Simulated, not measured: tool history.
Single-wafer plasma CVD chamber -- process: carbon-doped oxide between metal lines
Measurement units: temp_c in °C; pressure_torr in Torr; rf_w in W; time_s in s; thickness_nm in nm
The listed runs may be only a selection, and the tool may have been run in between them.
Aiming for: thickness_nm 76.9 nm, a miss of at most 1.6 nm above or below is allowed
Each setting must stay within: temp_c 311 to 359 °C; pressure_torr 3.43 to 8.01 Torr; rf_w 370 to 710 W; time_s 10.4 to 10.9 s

| run | hour | temp_c | pressure_torr | rf_w | time_s | thickness_nm |
|---|---|---|---|---|---|---|
| 1 | 0 | 335 | 5.72 | 540 | 10.9 | 65.522 |
| 2 | 9 | 335 | 5.72 | 540 | 10.9 | 64.71 |
| 3 | 15.3 | 332 | 5.99 | 565 | 10.9 | 67.92 |
| 4 | 19.7 | 332 | 6.52 | 565 | 10.9 | 69.17 |
| 5 | 21.9 | 330 | 6.83 | 575 | 10.9 | 69.858 |
| 6 | 24.3 | 328 | 6.94 | 590 | 10.9 | 71.628 |
| 7 | 27.6 | 327 | 7.07 | 600 | 10.9 | 72.97 |
| 8 | 31 | 326 | 7.18 | 605 | 10.9 | 74.023 |
| 9 | 35 | 325 | 7.26 | 610 | 10.9 | 74.756 |

Which single option among these 5 for the next run brings every result within its allowed miss of target? Just one does.
| A | 39 | 327 | 7.3 | 630 | 10.4 | ? |
| B | 39 | 328 | 7.28 | 660 | 10.4 | ? |
| C | 39 | 339 | 7.7 | 650 | 10.8 | ? |
| D | 39 | 319 | 7 | 600 | 10.6 | ? |
| E | 39 | 323 | 7.99 | 650 | 10.5 | ? |

| move | thickness_nm |
|---|---|
| A | 72.256 |
| B | 74.444 |
| C | 74.133 |
| D | 72.774 |
| E | 76.02 |
A: the biggest miss grows against the last run
B: the biggest miss grows against the last run
C: the biggest miss grows against the last run
D: the biggest miss grows against the last run
E: hits every target within its allowed miss
Go with E: it meets all targets.
